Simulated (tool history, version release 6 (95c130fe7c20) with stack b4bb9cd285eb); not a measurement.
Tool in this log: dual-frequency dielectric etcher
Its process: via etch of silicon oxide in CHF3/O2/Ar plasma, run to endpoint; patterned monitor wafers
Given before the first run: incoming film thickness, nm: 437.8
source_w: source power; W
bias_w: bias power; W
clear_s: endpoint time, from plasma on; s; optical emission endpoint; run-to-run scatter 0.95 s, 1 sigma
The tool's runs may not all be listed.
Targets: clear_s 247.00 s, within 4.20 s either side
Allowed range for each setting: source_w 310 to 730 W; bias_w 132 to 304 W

| run | day | source_w | bias_w | clear_s |
|---|---|---|---|---|
| 1 | 0.000 | 520 | 218 | 220.35 |
| 2 | 0.025 | 490 | 216 | 227.45 |
| 3 | 0.075 | 560 | 216 | 214.25 |
| 4 | 0.175 | 560 | 199 | 220.29 |
| 5 | 0.462 | 560 | 171 | 231.20 |
| 6 | 0.529 | 560 | 202 | 218.50 |
| 7 | 0.612 | 530 | 201 | 224.65 |
| 8 | 0.658 | 510 | 200 | 229.34 |
| 9 | 0.704 | 490 | 199 | 236.30 |
| 10 | 0.862 | 480 | 199 | 239.11 |
| 11 | 1.125 | 440 | 196 | 252.02 |

Which single option among these 4 for the next run brings every result within its allowed miss of target? Just one does.
| A | 1.388 | 420 | 198 | ? |
| B | 1.388 | 460 | 177 | ? |
| C | 1.388 | 490 | 177 | ? |
| D | 1.388 | 390 | 221 | ? |

| move | clear_s |
|---|---|
| A | 256.59 |
| B | 254.71 |
| C | 245.95 |
| D | 256.45 |
A: lands further from the targets than the last run did
B: lands further from the targets than the last run did
C: hits every target within its allowed miss
D: lands further from the targets than the last run did
So the answer is move C, the one that meets all the targets.
